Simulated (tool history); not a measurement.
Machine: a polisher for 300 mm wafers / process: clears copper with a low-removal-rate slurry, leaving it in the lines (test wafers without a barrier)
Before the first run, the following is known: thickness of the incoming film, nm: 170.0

run  hour  flow of slurry (ml/min)  pressure of the wafer on the pad (kPa)  speed of the pad under the wafer (m/s)  abrasive content of the slurry  overpolish time after the end point (s)  time until the end point was called (s)  dishing of a wide line in a test structure (nm)
  1   0.0                      240                                    15.2                                    1.00                             1.0                                       19                                   71.839                                          29.2730
  2   5.8                      260                                    15.2                                    1.00                             1.0                                       19                                   70.949                                          29.8630
  3   6.5                      310                                    15.2                                    1.00                             1.0                                       19                                   70.293                                          28.2560
  4   8.4                      310                                    14.5                                    0.98                             1.0                                       18                                   73.805                                          25.9810
  5  14.9                      310                                    14.5                                    0.98                             1.0                                       13                                   73.252                                          19.6920
  6  19.3                      350                                    14.5                                    0.98                             1.0                                       13                                   73.640                                          19.3880
  7  26.8                      350                                    10.3                                    0.88                             1.0                                        9                                  110.490                                           9.4381
  8  34.8                      350                                    10.3                                    0.88                             1.0                                       10                                  112.620                                          10.3770

Run 9 has not been measured yet. What should we expect?
  9  42.8                      350                                     9.7                                    0.88                             1.0                                       11                                        ?                                                ?

Logged for run 9: time until the end point was called (s) 121.050, dishing of a wide line in a test structure (nm) 10.6860.
